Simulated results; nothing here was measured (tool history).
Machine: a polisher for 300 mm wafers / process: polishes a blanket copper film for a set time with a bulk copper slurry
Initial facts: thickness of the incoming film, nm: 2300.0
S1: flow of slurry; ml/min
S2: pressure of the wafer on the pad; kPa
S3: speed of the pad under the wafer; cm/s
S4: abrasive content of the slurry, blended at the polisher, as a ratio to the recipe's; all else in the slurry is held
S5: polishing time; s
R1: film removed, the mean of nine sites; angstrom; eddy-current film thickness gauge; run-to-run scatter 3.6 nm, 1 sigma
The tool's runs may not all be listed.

run,hour,S1,S2,S3,S4,S5,R1
1,0,310,16.5,106,1,56,3835.3
2,3.6,310,16.5,106,1,56,3781.3
3,11.5,310,15.9,106,1,56,3661.5
4,18.9,310,15.9,106,1,59,3952.8
5,23.9,310,15.2,106,1,59,3859.3
6,26.2,310,14.5,106,1,59,3721.9
7,33.2,310,13.8,106,1,59,3565.8
8,34.5,310,13.1,106,1,59,3452
9,38.6,310,12.4,106,1,59,3288
# hour 41.1: slurry blender recalibrated
10,41.1,310,11.7,106,1,59,3563.1
11,47.2,310,11.7,102,1,59,3393.1

Run 12 comes next. What will it give?
12,49.9,310,11,98,1,59,?

R1: 3273.1 angstrom
